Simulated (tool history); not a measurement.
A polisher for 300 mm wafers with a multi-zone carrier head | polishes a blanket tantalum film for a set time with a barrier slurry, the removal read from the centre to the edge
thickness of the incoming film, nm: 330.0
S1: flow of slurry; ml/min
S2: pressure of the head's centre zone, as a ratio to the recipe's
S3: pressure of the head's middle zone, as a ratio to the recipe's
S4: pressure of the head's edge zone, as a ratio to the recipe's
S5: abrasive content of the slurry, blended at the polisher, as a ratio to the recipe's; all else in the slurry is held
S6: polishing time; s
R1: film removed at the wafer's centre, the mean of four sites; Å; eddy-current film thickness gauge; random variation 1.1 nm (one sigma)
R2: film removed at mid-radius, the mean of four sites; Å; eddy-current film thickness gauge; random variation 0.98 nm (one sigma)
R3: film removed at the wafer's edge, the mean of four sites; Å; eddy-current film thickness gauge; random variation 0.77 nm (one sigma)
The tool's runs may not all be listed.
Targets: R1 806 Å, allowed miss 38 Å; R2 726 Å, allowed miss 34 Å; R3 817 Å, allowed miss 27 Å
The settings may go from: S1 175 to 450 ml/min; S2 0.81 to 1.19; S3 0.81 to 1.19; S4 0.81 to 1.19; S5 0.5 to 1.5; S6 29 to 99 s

run  hour   S1    S2    S3    S4    S5  S6      R1      R2      R3
  1     0  290     1     1     1     1  64  1129.2  1083.3  1155.8
  2   7.8  230     1     1     1     1  64    1096  1112.7  1121.3
  3  11.5  235     1  0.98  0.99   0.9  62  1024.8  1020.3  1060.6
  4  14.7  240  1.01  0.96  0.98   0.8  60  1000.7   941.1  1014.1
  5  18.8  290  1.01  0.96  0.98   0.8  60  988.91  944.32  1022.5
  6  22.7  290  1.01  0.96  0.91   0.8  60  1002.7   952.1  978.04
  7  23.6  290  1.01  0.94   0.9  0.75  59  975.84  914.74  949.02
  8  29.2  290  1.01  0.92   0.9   0.7  58  939.48  835.37  884.13
  9  31.2  290  0.99  0.91   0.9   0.7  58  904.71  854.83  890.25
 10  32.1  290  0.99  0.89  0.91  0.65  58  886.68  805.95  884.05
 11    40  290  0.99  0.89  0.91  0.65  58  887.96  804.37  883.76
 12  41.5  290  0.99  0.89  0.91  0.65  58  910.73  806.55  883.49
 13  49.2  290  0.98  0.88  0.91  0.65  58  882.19  814.72  882.57
 14  55.7  290  0.98  0.87  0.91   0.6  58  862.35  775.75  857.04
 15  61.2  290  0.97  0.86  0.91   0.6  58  840.12  778.76  869.32
 16  70.2  290  0.97  0.85   0.9   0.6  58  852.08  757.75  851.78
 17  77.1  290  0.96  0.84  0.89   0.6  58  854.51  751.17  870.17

4 next moves are on the table. One of them brings every result within its allowed miss. Which?
  A    84  335  0.93  0.81  0.85  0.65  61   ?   ?   ?
  B    84  330  1.07  0.89  0.92  0.75  50   ?   ?   ?
  C    84  360  1.02  0.81  0.92   0.5  66   ?   ?   ?
  D    84  260  0.94  0.83  0.85  0.55  58   ?   ?   ?

move      R1      R2      R3
   A  875.23  792.47  893.54
   B  853.93  732.08  791.99
   C  950.72   789.1  921.83
   D   779.8  714.33  792.83
A: further off than the last run
B: brings the result that was furthest off to its target, and leaves another outside
C: further off than the last run
D: meets every target
The right move is D.
